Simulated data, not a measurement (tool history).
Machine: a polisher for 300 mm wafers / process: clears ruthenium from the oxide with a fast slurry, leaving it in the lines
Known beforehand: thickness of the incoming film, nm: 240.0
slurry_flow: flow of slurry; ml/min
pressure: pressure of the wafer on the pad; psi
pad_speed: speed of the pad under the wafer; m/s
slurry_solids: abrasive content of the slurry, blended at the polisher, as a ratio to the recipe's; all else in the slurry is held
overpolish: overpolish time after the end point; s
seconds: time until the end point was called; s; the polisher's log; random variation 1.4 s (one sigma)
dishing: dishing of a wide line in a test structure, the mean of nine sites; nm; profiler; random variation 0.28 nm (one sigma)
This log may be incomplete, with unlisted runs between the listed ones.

run	hour	slurry_flow	pressure	pad_speed	slurry_solids	overpolish	seconds	dishing
1	0	170	2.3	1.14	1	13	53.958	49.676
2	8.7	165	2	1.08	1	13	64.838	42.129
3	16.5	165	2	1.08	1	9	65.198	30.498
4	18.7	165	2.3	1.08	1	9	56.996	34.223
5	26.8	125	2.3	1.08	1	9	59.276	33.153
6	34.2	125	2.3	1.08	1	14	59.409	50.438
7	42.4	125	2	1.04	1	14	70.118	42.97
8	49	125	1.8	1	1	14	80.767	38.088
9	54.2	125	1.6	0.98	1	14	92.273	32.944
10	61.8	120	1.5	0.98	1	14	96.351	30.547

What will run 11 give?
11	70.3	115	1.4	0.98	1	14	?	?

seconds: 107.77 s
dishing: 28.526 nm
